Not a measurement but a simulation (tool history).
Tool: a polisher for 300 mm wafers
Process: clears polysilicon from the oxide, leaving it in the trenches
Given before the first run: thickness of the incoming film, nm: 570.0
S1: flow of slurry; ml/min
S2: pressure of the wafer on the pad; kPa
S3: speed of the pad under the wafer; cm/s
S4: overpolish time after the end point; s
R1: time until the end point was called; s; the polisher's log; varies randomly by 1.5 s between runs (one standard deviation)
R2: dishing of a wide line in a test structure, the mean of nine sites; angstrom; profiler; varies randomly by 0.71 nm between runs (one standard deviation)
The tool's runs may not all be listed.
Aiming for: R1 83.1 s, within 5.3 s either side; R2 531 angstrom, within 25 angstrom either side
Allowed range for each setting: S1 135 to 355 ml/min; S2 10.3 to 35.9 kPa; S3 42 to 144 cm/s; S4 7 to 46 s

run 1 hour=0 | S1=225 S2=22.8 S3=92 S4=24 | R1=32.466 R2=536.44
run 2 hour=7.5 | S1=225 S2=20 S3=84 S4=24 | R1=41.076 R2=540.59
run 3 hour=10.4 | S1=220 S2=17.9 S3=80 S4=22 | R1=47.475 R2=524.42
run 4 hour=14 | S1=225 S2=16.5 S3=76 S4=25 | R1=52.172 R2=534.69
run 5 hour=17 | S1=225 S2=16.5 S3=76 S4=18 | R1=52.246 R2=515.66
run 6 hour=19.4 | S1=225 S2=16.5 S3=94 S4=18 | R1=46.579 R2=537.15
run 7 hour=24.9 | S1=160 S2=10.3 S3=68 S4=29 | R1=96.16 R2=499.93
run 8 hour=30.9 | S1=180 S2=10.3 S3=68 S4=31 | R1=94.174 R2=510.69
run 9 hour=34.1 | S1=190 S2=10.3 S3=68 S4=32 | R1=95.166 R2=515.9
run 10 hour=37 | S1=195 S2=11 S3=68 S4=32 | R1=90.156 R2=529.8

Which one of the following 4 next-run settings gets every result inside its allowed miss? There is exactly one.
run A hour=39.9 | S1=135 S2=15.2 S3=70 S4=14 | R1=? R2=?
run B hour=39.9 | S1=195 S2=13.1 S3=62 S4=35 | R1=? R2=?
run C hour=39.9 | S1=145 S2=11 S3=76 S4=16 | R1=? R2=?
run D hour=39.9 | S1=195 S2=10.3 S3=64 S4=36 | R1=? R2=?

move=A R1=68.287 R2=469.48
move=B R1=82.983 R2=527.52
move=C R1=85.037 R2=457.17
move=D R1=100.91 R2=520.85
A: takes the biggest miss from the last run beyond its target
B: every result lands within tolerance
C: gets the furthest-off result to its target, but another result is out of tolerance
D: the biggest miss grows against the last run
The move that meets every target is B.

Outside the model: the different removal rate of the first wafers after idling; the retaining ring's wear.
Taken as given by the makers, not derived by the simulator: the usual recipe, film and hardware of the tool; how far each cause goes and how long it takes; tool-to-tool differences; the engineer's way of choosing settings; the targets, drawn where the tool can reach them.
